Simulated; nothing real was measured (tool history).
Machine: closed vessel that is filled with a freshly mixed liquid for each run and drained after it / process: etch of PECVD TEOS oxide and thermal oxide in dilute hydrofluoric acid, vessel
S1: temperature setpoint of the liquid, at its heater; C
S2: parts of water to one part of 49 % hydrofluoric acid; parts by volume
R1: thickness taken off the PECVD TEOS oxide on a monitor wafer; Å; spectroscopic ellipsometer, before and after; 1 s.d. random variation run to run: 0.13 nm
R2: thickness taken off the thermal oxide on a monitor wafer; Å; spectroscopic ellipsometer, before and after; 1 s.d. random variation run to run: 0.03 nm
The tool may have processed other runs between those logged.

Run 1, day 0.000: S1 20.0 C, S2 105 parts by volume, time in the liquid (s) 80. Result: R1 191.60 Å, R2 30.202 Å.
Run 2, day 0.246: S1 22.5 C, S2 105 parts by volume, time in the liquid (s) 80. Result: R1 210.73 Å, R2 33.092 Å.
Run 3, day 0.483: S1 22.5 C, S2 120 parts by volume, time in the liquid (s) 80. Result: R1 185.19 Å, R2 28.407 Å.
Run 4, day 0.688: S1 22.5 C, S2 95 parts by volume, time in the liquid (s) 80. Result: R1 237.75 Å, R2 37.062 Å.
Run 5, day 0.896: S1 24.0 C, S2 95 parts by volume, time in the liquid (s) 80. Result: R1 253.53 Å, R2 39.979 Å.
Run 6, day 1.004: S1 26.5 C, S2 95 parts by volume, time in the liquid (s) 80. Result: R1 278.35 Å, R2 43.672 Å.

Predict the results of run 7:
Run 7, day 1.025: S1 23.5 C, S2 100 parts by volume, time in the liquid (s) 80. Result: R1 ?, R2 ?.

R1: 234.44 Å
R2: 37.025 Å

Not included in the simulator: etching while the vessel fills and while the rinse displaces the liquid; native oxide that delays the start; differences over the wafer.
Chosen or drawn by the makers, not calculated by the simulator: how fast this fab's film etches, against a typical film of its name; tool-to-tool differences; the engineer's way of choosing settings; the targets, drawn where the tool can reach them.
